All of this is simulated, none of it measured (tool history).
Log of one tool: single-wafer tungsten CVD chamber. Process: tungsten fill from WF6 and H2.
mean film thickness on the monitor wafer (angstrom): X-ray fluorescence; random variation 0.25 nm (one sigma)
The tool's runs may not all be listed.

run  hour  heater temperature setpoint (°C)  chamber pressure (mTorr)  deposition time (s)  mean film thickness on the monitor wafer (angstrom)
  1     0                               385                     40500                 18.3                                               516.16
  2     1                               383                     40400                 18.3                                               491.98
  3   4.3                               383                     47200                 18.3                                               533.96
  4   7.8                               380                     47100                 18.3                                               505.81
     11.2  -- capacitance manometer re-zeroed and calibrated
  5  11.2                               378                     47000                 18.3                                               470.96
  6  19.5                               378                     47000                 18.3                                               471.51
  7  27.4                               377                     47000                 18.3                                               464.26

The next listed run, before its measurement:
  8  31.6                               376                     47000                 18.3                                                    ?

mean film thickness on the monitor wafer (angstrom): 453.01

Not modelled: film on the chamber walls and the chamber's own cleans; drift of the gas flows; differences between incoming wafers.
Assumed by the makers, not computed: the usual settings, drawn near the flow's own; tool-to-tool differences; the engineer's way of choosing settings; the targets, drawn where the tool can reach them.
